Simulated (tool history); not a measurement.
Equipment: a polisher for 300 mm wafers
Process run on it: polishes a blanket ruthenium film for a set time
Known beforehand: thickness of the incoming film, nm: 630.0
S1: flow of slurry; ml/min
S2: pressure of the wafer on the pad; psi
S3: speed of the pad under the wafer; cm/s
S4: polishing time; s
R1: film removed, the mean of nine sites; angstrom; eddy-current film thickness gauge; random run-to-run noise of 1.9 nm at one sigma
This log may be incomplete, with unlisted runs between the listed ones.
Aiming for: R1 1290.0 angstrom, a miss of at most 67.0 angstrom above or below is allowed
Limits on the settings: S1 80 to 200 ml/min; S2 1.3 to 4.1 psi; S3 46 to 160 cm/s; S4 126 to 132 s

run,hour,S1,S2,S3,S4,R1
1,0.0,130,2.7,102,126,1896.6
2,7.0,155,2.7,102,126,1960.7
3,15.4,155,2.5,102,126,1895.8
4,24.1,150,2.3,100,126,1747.1
5,32.2,125,2.3,100,126,1674.7
6,35.3,125,2.1,100,126,1555.1
7,38.5,125,2.0,100,126,1529.4
8,46.9,125,1.9,100,126,1483.7
9,48.2,125,1.9,100,126,1472.0
10,49.2,125,1.9,100,126,1459.3
11,57.4,125,1.8,100,126,1413.3
12,65.9,125,1.7,100,126,1368.6

Pick the move, out of 5, that brings all results within their allowed miss; only one does.
A,74.4,120,1.4,140,126,?
B,74.4,125,1.8,94,132,?
C,74.4,120,1.6,108,130,?
D,74.4,120,1.6,86,126,?
E,74.4,110,1.7,90,131,?

move,R1
A,1535.0
B,1441.5
C,1432.0
D,1203.0
E,1306.5
A: lands further from the targets than the last run did
B: lands further from the targets than the last run did
C: lands further from the targets than the last run did
D: takes the biggest miss from the last run beyond its target
E: in spec on every target
Go with E: it meets all targets.
